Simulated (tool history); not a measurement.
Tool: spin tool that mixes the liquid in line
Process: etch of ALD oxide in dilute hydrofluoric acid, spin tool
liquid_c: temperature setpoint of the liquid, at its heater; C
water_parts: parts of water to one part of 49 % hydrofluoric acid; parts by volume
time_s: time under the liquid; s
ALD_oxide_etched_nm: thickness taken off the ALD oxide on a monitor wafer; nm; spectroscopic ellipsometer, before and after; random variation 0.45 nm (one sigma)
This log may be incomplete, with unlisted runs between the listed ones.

{"run": 1, "hour": 0.0, "liquid_c": 21.0, "water_parts": 260, "time_s": 260, "ALD_oxide_etched_nm": 18.378}
{"run": 2, "hour": 6.1, "liquid_c": 23.0, "water_parts": 205, "time_s": 265, "ALD_oxide_etched_nm": 27.261}
{"run": 3, "hour": 8.1, "liquid_c": 24.5, "water_parts": 165, "time_s": 265, "ALD_oxide_etched_nm": 37.037}
{"run": 4, "hour": 15.6, "liquid_c": 24.5, "water_parts": 165, "time_s": 280, "ALD_oxide_etched_nm": 39.17}
{"run": 5, "hour": 21.4, "liquid_c": 26.5, "water_parts": 165, "time_s": 280, "ALD_oxide_etched_nm": 42.33}
{"run": 6, "hour": 25.6, "liquid_c": 27.0, "water_parts": 145, "time_s": 280, "ALD_oxide_etched_nm": 50.299}

Estimate the outcome of run 7 from the log above:
{"run": 7, "hour": 26.3, "liquid_c": 27.5, "water_parts": 130, "time_s": 280, "ALD_oxide_etched_nm": "?"}

ALD_oxide_etched_nm: 58.283 nm
